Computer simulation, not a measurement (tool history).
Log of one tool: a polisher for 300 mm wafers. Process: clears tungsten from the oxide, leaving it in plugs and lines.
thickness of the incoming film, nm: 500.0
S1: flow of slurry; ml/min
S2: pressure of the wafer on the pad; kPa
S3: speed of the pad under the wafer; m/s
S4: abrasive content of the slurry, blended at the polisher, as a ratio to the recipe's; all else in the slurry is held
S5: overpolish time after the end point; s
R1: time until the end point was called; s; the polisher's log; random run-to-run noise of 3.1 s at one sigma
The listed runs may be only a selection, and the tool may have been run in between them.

run,day,S1,S2,S3,S4,S5,R1
1,0,205,21.4,1.08,1,18,109.52
2,0.171,205,17.9,1.02,1,18,136.96
3,0.321,205,17.9,1.02,0.95,18,138.58
4,0.604,245,17.9,1.02,0.95,18,132.91
5,0.742,245,17.9,0.88,0.95,18,156.38
6,0.808,205,17.9,0.88,0.95,18,161.48

Expected results for the next run?
7,1.15,205,15.9,0.88,0.95,18,?

{"run 7": {"R1": 181.35}}

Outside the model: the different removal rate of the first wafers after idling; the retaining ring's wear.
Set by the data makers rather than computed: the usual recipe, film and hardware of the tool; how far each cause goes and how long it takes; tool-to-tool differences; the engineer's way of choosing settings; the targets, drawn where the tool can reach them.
